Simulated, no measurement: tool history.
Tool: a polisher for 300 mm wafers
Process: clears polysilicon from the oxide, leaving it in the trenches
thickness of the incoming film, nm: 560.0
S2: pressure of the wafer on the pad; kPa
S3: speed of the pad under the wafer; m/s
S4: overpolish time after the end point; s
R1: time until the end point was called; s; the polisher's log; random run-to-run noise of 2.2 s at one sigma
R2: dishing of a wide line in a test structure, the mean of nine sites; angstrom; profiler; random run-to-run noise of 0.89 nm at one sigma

{"run": 1, "hour": 0.0, "flow of slurry (ml/min)": 315, "S2": 15.9, "S3": 0.8, "S4": 25, "R1": 68.794, "R2": 479.38}
{"run": 2, "hour": 3.6, "flow of slurry (ml/min)": 315, "S2": 15.9, "S3": 0.8, "S4": 15, "R1": 68.763, "R2": 454.55}
{"run": 3, "hour": 10.0, "flow of slurry (ml/min)": 315, "S2": 15.9, "S3": 0.8, "S4": 24, "R1": 69.427, "R2": 485.92}
{"run": 4, "hour": 17.3, "flow of slurry (ml/min)": 310, "S2": 13.8, "S3": 0.68, "S4": 20, "R1": 91.481, "R2": 481.27}
{"run": 5, "hour": 22.5, "flow of slurry (ml/min)": 310, "S2": 13.8, "S3": 0.52, "S4": 20, "R1": 118.54, "R2": 422.81}
{"run": 6, "hour": 25.0, "flow of slurry (ml/min)": 385, "S2": 13.8, "S3": 0.52, "S4": 20, "R1": 115.75, "R2": 430.62}
{"run": 7, "hour": 31.0, "flow of slurry (ml/min)": 385, "S2": 12.4, "S3": 0.48, "S4": 17, "R1": 138.75, "R2": 382.75}
{"run": 8, "hour": 38.2, "flow of slurry (ml/min)": 385, "S2": 12.4, "S3": 0.48, "S4": 17, "R1": 140.39, "R2": 394.22}
{"run": 9, "hour": 44.5, "flow of slurry (ml/min)": 380, "S2": 11, "S3": 0.48, "S4": 18, "R1": 154.8, "R2": 373.92}

For run 10, what comes out?
{"run": 10, "hour": 53.4, "flow of slurry (ml/min)": 365, "S2": 10.3, "S3": 0.48, "S4": 23, "R1": "?", "R2": "?"}

{"run 10": {"R1": 167, "R2": 402.33}}

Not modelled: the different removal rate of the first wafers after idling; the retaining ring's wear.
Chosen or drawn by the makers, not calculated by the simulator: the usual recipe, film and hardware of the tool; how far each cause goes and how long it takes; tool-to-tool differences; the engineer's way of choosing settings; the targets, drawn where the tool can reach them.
